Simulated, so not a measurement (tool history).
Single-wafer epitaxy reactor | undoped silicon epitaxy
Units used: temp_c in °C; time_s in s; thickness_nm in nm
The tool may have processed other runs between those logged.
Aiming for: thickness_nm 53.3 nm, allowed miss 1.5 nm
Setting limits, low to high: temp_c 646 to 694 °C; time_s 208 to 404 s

| run | day | temp_c | time_s | thickness_nm |
|---|---|---|---|---|
| 1 | 0 | 670 | 306 | 86.573 |
| 2 | 0.208 | 680 | 306 | 109.16 |
| 3 | 0.554 | 687 | 306 | 127.99 |
| 4 | 0.808 | 683 | 305 | 115.78 |
| 5 | 1.033 | 689 | 305 | 133.31 |
| 6 | 1.383 | 685 | 304 | 120.07 |
| 7 | 1.654 | 685 | 304 | 120.53 |
| 8 | 1.738 | 681 | 303 | 109.54 |
| 9 | 1.912 | 677 | 302 | 100.7 |
| 10 | 2.112 | 674 | 301 | 92.373 |
| 11 | 2.408 | 674 | 301 | 92.82 |
| 12 | 2.554 | 671 | 300 | 87.614 |
| 13 | 2.704 | 668 | 299 | 80.308 |
| 14 | 2.946 | 666 | 299 | 76.38 |
| 15 | 3.129 | 664 | 299 | 72.842 |
| 16 | 3.262 | 663 | 299 | 70.762 |
| 17 | 3.483 | 662 | 299 | 68.775 |
| 18 | 3.554 | 661 | 299 | 68.322 |
| 19 | 3.579 | 660 | 299 | 66.422 |
| 20 | 3.8 | 659 | 299 | 64.076 |

Exercise: of the 5 proposed moves below, exactly one satisfies all targets within the stated allowed misses. Which move is it?
| A | 4.021 | 651 | 300 | ? |
| B | 4.021 | 662 | 297 | ? |
| C | 4.021 | 650 | 294 | ? |
| D | 4.021 | 650 | 282 | ? |
| E | 4.021 | 651 | 276 | ? |

| move | thickness_nm |
|---|---|
| A | 53.39 |
| B | 69.277 |
| C | 51.033 |
| D | 48.95 |
| E | 49.119 |
A: hits every target within its allowed miss
B: its largest miss is bigger than the last run's
C: the result that was furthest off in the last run now lies on the other side of its target
D: the result that was furthest off in the last run now lies on the other side of its target
E: the result that was furthest off in the last run now lies on the other side of its target
A meets every target.

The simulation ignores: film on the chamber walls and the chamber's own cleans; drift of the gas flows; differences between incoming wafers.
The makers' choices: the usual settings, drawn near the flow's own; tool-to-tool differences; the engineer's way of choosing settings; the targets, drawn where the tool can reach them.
